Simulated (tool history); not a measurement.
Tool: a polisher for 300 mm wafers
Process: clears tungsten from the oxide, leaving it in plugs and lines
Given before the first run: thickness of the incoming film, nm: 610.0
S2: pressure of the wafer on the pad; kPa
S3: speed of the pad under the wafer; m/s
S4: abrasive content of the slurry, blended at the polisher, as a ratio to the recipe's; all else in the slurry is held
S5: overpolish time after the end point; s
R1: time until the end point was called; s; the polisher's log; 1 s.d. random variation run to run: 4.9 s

{"run": 1, "hour": 0.0, "flow of slurry (ml/min)": 280, "S2": 27.6, "S3": 0.9, "S4": 1.0, "S5": 13, "R1": 169.39}
{"run": 2, "hour": 0.8, "flow of slurry (ml/min)": 280, "S2": 27.6, "S3": 1.0, "S4": 1.0, "S5": 13, "R1": 151.18}
{"run": 3, "hour": 8.1, "flow of slurry (ml/min)": 225, "S2": 27.6, "S3": 1.0, "S4": 1.0, "S5": 13, "R1": 150.94}
{"run": 4, "hour": 9.4, "flow of slurry (ml/min)": 225, "S2": 27.6, "S3": 1.0, "S4": 1.1, "S5": 13, "R1": 150.25}
{"run": 5, "hour": 10.5, "flow of slurry (ml/min)": 225, "S2": 27.6, "S3": 1.0, "S4": 0.9, "S5": 13, "R1": 160.46}
{"run": 6, "hour": 12.1, "flow of slurry (ml/min)": 225, "S2": 27.6, "S3": 1.0, "S4": 0.9, "S5": 10, "R1": 159.23}
{"run": 7, "hour": 20.7, "flow of slurry (ml/min)": 225, "S2": 24.8, "S3": 0.98, "S4": 0.9, "S5": 10, "R1": 179.43}

Estimate the outcome of run 8 from the log above:
{"run": 8, "hour": 23.5, "flow of slurry (ml/min)": 225, "S2": 17.2, "S3": 0.88, "S4": 0.9, "S5": 10, "R1": "?"}

{"run 8": {"R1": 269.08}}
